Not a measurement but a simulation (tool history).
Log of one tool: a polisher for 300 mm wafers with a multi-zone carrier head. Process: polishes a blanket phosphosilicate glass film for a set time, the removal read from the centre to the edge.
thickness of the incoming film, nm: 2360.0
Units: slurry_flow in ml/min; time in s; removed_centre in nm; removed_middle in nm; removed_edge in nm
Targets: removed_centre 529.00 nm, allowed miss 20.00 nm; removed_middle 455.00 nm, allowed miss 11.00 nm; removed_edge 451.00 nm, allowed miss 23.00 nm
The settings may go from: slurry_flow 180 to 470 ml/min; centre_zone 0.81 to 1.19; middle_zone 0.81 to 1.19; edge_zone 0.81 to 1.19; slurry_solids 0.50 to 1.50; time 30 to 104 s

run 1 day=0.000 | slurry_flow=300 centre_zone=1.00 middle_zone=1.00 edge_zone=1.00 slurry_solids=1.00 time=67 | removed_centre=431.41 removed_middle=415.35 removed_edge=422.20
run 2 day=0.283 | slurry_flow=300 centre_zone=1.00 middle_zone=1.00 edge_zone=1.04 slurry_solids=1.00 time=67 | removed_centre=423.33 removed_middle=408.06 removed_edge=430.23
run 3 day=0.388 | slurry_flow=255 centre_zone=1.00 middle_zone=1.00 edge_zone=1.04 slurry_solids=1.00 time=67 | removed_centre=421.78 removed_middle=405.89 removed_edge=426.49
run 4 day=0.612 | slurry_flow=255 centre_zone=1.00 middle_zone=1.00 edge_zone=1.04 slurry_solids=1.20 time=67 | removed_centre=438.00 removed_middle=438.85 removed_edge=439.87
run 5 day=0.946 | slurry_flow=255 centre_zone=1.00 middle_zone=1.00 edge_zone=1.04 slurry_solids=1.40 time=67 | removed_centre=463.25 removed_middle=458.51 removed_edge=472.12
run 6 day=1.262 | slurry_flow=255 centre_zone=1.00 middle_zone=1.00 edge_zone=1.04 slurry_solids=1.40 time=81 | removed_centre=568.46 removed_middle=564.32 removed_edge=575.20
run 7 day=1.512 | slurry_flow=245 centre_zone=1.01 middle_zone=0.99 edge_zone=1.01 slurry_solids=1.35 time=81 | removed_centre=569.97 removed_middle=542.24 removed_edge=557.39
run 8 day=1.758 | slurry_flow=240 centre_zone=1.01 middle_zone=0.99 edge_zone=0.98 slurry_solids=1.30 time=81 | removed_centre=544.31 removed_middle=532.95 removed_edge=535.36
run 9 day=1.812 | slurry_flow=265 centre_zone=1.11 middle_zone=0.89 edge_zone=0.88 slurry_solids=1.05 time=80 | removed_centre=553.96 removed_middle=472.51 removed_edge=472.19
run 10 day=1.838 | slurry_flow=260 centre_zone=1.11 middle_zone=0.89 edge_zone=0.87 slurry_solids=1.05 time=80 | removed_centre=555.01 removed_middle=467.16 removed_edge=485.22

5 next moves are on the table. One of them brings every result within its allowed miss. Which?
run A day=1.862 | slurry_flow=180 centre_zone=1.03 middle_zone=0.88 edge_zone=0.92 slurry_solids=0.75 time=102 | removed_centre=? removed_middle=? removed_edge=?
run B day=1.862 | slurry_flow=390 centre_zone=1.11 middle_zone=0.84 edge_zone=0.99 slurry_solids=1.00 time=81 | removed_centre=? removed_middle=? removed_edge=?
run C day=1.862 | slurry_flow=180 centre_zone=1.09 middle_zone=0.89 edge_zone=0.81 slurry_solids=1.50 time=73 | removed_centre=? removed_middle=? removed_edge=?
run D day=1.862 | slurry_flow=285 centre_zone=1.19 middle_zone=0.81 edge_zone=0.92 slurry_solids=1.05 time=80 | removed_centre=? removed_middle=? removed_edge=?
run E day=1.862 | slurry_flow=235 centre_zone=1.13 middle_zone=0.82 edge_zone=0.88 slurry_solids=1.10 time=86 | removed_centre=? removed_middle=? removed_edge=?

move=A removed_centre=536.22 removed_middle=489.12 removed_edge=522.28
move=B removed_centre=570.67 removed_middle=469.41 removed_edge=518.89
move=C removed_centre=523.49 removed_middle=456.32 removed_edge=457.44
move=D removed_centre=591.87 removed_middle=450.01 removed_edge=493.11
move=E removed_centre=601.04 removed_middle=483.48 removed_edge=518.82
A: further off than the last run
B: further off than the last run
C: meets every target
D: further off than the last run
E: further off than the last run
Answer: C
